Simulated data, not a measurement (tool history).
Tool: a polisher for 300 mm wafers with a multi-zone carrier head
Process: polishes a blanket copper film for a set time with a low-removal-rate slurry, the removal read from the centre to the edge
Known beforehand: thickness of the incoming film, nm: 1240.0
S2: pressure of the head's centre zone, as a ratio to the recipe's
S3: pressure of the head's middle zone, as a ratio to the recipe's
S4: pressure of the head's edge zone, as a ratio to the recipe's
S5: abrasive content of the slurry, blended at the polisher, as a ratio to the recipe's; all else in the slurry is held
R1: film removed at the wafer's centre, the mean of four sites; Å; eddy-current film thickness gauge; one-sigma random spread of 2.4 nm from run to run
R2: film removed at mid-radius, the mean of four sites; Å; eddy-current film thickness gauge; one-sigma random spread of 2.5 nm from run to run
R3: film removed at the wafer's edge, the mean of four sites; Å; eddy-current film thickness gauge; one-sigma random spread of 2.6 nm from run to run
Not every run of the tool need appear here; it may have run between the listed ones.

{"run": 1, "hour": 0.0, "flow of slurry (ml/min)": 140, "S2": 1, "S3": 1, "S4": 1, "S5": 1, "polishing time (s)": 53, "R1": 1476.8, "R2": 1475.6, "R3": 1482.9}
{"run": 2, "hour": 3.5, "flow of slurry (ml/min)": 140, "S2": 1.06, "S3": 1, "S4": 1, "S5": 1, "polishing time (s)": 53, "R1": 1545.5, "R2": 1473.5, "R3": 1460.2}
{"run": 3, "hour": 11.2, "flow of slurry (ml/min)": 140, "S2": 1.06, "S3": 1, "S4": 0.97, "S5": 1, "polishing time (s)": 53, "R1": 1562.3, "R2": 1485.9, "R3": 1420.4}
{"run": 4, "hour": 12.3, "flow of slurry (ml/min)": 140, "S2": 1.06, "S3": 1, "S4": 0.97, "S5": 0.85, "polishing time (s)": 53, "R1": 1488.5, "R2": 1430, "R3": 1392.4}
{"run": 5, "hour": 20.3, "flow of slurry (ml/min)": 140, "S2": 1.02, "S3": 1, "S4": 0.97, "S5": 0.85, "polishing time (s)": 53, "R1": 1460.7, "R2": 1384.8, "R3": 1389.6}
{"run": 6, "hour": 29.1, "flow of slurry (ml/min)": 140, "S2": 1.02, "S3": 1, "S4": 0.97, "S5": 1.05, "polishing time (s)": 53, "R1": 1507.3, "R2": 1513.6, "R3": 1447.3}
{"run": 7, "hour": 30.6, "flow of slurry (ml/min)": 150, "S2": 1.05, "S3": 0.98, "S4": 1, "S5": 1.1, "polishing time (s)": 54, "R1": 1621.2, "R2": 1507.5, "R3": 1502.1}

Run 8 is up next; what results do you expect?
{"run": 8, "hour": 37.0, "flow of slurry (ml/min)": 155, "S2": 1.06, "S3": 0.97, "S4": 1.03, "S5": 1.15, "polishing time (s)": 56, "R1": "?", "R2": "?", "R3": "?"}

Logged for run 8: R1 1701 Å, R2 1574.7 Å, R3 1611.9 Å.

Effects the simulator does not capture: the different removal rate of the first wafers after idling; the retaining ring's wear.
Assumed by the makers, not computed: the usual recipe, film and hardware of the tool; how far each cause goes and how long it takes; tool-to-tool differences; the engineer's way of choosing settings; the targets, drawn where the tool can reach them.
